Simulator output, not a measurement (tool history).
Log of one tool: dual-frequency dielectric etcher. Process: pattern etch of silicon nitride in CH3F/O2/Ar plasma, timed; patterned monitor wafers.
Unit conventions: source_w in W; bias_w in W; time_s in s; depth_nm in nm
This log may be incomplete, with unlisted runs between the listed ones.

run    day  source_w  bias_w  time_s  depth_nm
  1  0.000       400      56    31.5    19.713
  2  0.042       390      54    31.5    19.095
  3  0.400       390      54    31.5    19.336
  4  0.708       380      52    31.5    18.712
  5  0.792       370      51    31.5    18.290
  6  0.962       360      50    31.5    17.921
  7  1.271       350      50    31.5    17.409
  8  1.321       340      50    31.5    17.166
  9  1.542       330      50    31.5    16.972
 10  1.588       320      50    31.5    16.685
 11  1.846       320      50    31.5    16.771
 12  2.188       240      43    31.0    12.879
 13  2.475       250      43    31.0    13.126
 14  2.658       260      43    31.0    13.454

What does the tool deliver on the next run?
 15  2.954       340      46    31.0         ?

depth_nm: 16.343 nm
